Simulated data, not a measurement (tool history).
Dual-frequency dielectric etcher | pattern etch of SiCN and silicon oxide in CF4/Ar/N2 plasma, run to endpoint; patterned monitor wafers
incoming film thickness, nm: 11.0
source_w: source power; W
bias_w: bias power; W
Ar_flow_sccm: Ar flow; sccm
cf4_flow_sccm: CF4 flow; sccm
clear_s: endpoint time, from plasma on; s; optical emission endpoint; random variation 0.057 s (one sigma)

| run | day | source_w | bias_w | Ar_flow_sccm | cf4_flow_sccm | clear_s |
|---|---|---|---|---|---|---|
| 1 | 0 | 350 | 70 | 120 | 76 | 17.29 |
| 2 | 0.146 | 390 | 73 | 118 | 77 | 15.215 |
| 3 | 0.392 | 390 | 60 | 118 | 77 | 16.045 |
| 4 | 0.562 | 390 | 60 | 118 | 66 | 16.347 |
| 5 | 0.633 | 340 | 60 | 118 | 66 | 19.181 |
| 6 | 0.762 | 380 | 63 | 116 | 67 | 16.549 |
| 7 | 0.846 | 450 | 71 | 112 | 68 | 13.196 |
| 8 | 1.15 | 460 | 73 | 111 | 69 | 12.666 |
| 9 | 1.471 | 470 | 74 | 110 | 69 | 12.388 |
| 10 | 1.688 | 480 | 75 | 109 | 69 | 11.955 |
| 11 | 1.788 | 480 | 76 | 109 | 69 | 12.008 |
| 12 | 1.825 | 480 | 77 | 108 | 69 | 11.967 |

Forecast run 13:
| 13 | 1.996 | 480 | 78 | 108 | 69 | ? |

clear_s: 11.953 s

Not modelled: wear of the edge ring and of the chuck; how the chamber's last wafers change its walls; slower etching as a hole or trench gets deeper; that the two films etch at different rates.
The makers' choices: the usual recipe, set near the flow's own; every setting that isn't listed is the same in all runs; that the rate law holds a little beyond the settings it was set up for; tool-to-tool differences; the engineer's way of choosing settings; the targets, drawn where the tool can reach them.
